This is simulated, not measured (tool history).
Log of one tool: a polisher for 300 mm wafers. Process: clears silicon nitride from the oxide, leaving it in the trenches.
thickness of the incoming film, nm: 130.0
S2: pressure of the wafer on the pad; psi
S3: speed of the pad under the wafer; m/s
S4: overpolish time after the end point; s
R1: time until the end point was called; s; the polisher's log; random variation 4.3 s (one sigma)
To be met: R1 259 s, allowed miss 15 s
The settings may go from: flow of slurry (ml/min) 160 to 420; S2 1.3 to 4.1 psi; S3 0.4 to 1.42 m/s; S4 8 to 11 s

Run 1, hour 0: flow of slurry (ml/min) 270, S2 2.7 psi, S3 0.9 m/s, S4 11 s. Result: R1 183.6 s.
Run 2, hour 3.7: flow of slurry (ml/min) 270, S2 2.5 psi, S3 0.88 m/s, S4 11 s. Result: R1 201.24 s.
Run 3, hour 6.2: flow of slurry (ml/min) 330, S2 2.5 psi, S3 0.88 m/s, S4 11 s. Result: R1 194.61 s.
Run 4, hour 14.5: flow of slurry (ml/min) 300, S2 2.5 psi, S3 0.88 m/s, S4 11 s. Result: R1 196.68 s.
Run 5, hour 21: flow of slurry (ml/min) 335, S2 2.5 psi, S3 0.88 m/s, S4 11 s. Result: R1 198.8 s.
Run 6, hour 26.6: flow of slurry (ml/min) 335, S2 2.3 psi, S3 0.88 m/s, S4 11 s. Result: R1 208.17 s.
Run 7, hour 34.2: flow of slurry (ml/min) 335, S2 2.3 psi, S3 0.88 m/s, S4 11 s. Result: R1 219.83 s.
Run 8, hour 37.8: flow of slurry (ml/min) 335, S2 2.2 psi, S3 0.88 m/s, S4 11 s. Result: R1 218.88 s.
Run 9, hour 43.1: flow of slurry (ml/min) 335, S2 2.1 psi, S3 0.88 m/s, S4 11 s. Result: R1 228.2 s.

Which of these 5 next moves meets every target?
Run A, hour 48.4: flow of slurry (ml/min) 380, S2 2.6 psi, S3 0.88 m/s, S4 10 s. Result: R1 ?.
Run B, hour 48.4: flow of slurry (ml/min) 250, S2 1.8 psi, S3 0.84 m/s, S4 10 s. Result: R1 ?.
Run C, hour 48.4: flow of slurry (ml/min) 370, S2 2.2 psi, S3 0.74 m/s, S4 11 s. Result: R1 ?.
Run D, hour 48.4: flow of slurry (ml/min) 315, S2 2.1 psi, S3 0.9 m/s, S4 8 s. Result: R1 ?.
Run E, hour 48.4: flow of slurry (ml/min) 240, S2 1.9 psi, S3 1.02 m/s, S4 8 s. Result: R1 ?.

move      R1
   A  189.13
   B  291.79
   C  263.28
   D  230.63
   E  230.42
A: further off than the last run
B: takes the result that was furthest off past its target
C: meets every target
D: nearer than the last run, and not there yet
E: nearer than the last run, and not there yet
Move C is the one to make.
